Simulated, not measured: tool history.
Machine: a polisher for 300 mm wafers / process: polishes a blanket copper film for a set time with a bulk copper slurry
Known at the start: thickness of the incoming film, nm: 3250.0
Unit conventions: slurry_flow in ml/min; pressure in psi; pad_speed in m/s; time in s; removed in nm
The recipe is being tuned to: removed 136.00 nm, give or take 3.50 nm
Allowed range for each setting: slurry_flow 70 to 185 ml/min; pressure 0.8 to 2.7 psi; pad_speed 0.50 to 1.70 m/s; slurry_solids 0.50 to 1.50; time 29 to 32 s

run  hour  slurry_flow  pressure  pad_speed  slurry_solids  time  removed
  1   0.0          120       1.7       1.10           1.00    32   230.48
  2   8.3          145       1.7       1.10           1.00    32   242.44
  3  16.7          135       1.6       1.10           1.00    32   222.85
  4  22.5          135       1.2       1.10           1.00    32   175.78
  5  24.5          135       1.2       1.10           1.00    29   158.18
  6  32.4          130       1.2       1.10           1.00    29   160.34
  7  39.5          125       1.2       1.10           1.00    29   157.81
  8  41.6          120       1.2       1.10           1.00    29   156.83
  9  42.2          115       1.2       1.10           1.00    29   154.91
 10  48.1          110       1.2       1.10           1.00    29   154.93
 11  54.7          105       1.2       1.10           1.00    29   150.23
 12  61.7          100       1.2       1.10           1.00    29   148.96
 13  69.9           95       1.2       1.10           1.00    29   147.22
 14  73.6           90       1.2       1.10           1.00    29   144.26
 15  76.6           85       1.2       1.10           1.00    29   142.45

Of the 4 settings listed for the next run, only one would bring every result within its allowed miss of target. Which one?
  A  79.6           95       1.3       1.04           1.00    29        ?
  B  79.6           75       1.1       1.02           1.35    32        ?
  C  79.6           80       1.2       1.12           0.95    31        ?
  D  79.6           85       1.1       1.24           0.85    32        ?

move  removed
   A   150.37
   B   138.64
   C   151.13
   D   160.50
A: further off than the last run
B: every result within its allowed miss
C: further off than the last run
D: further off than the last run
Correct choice: B, which meets every target
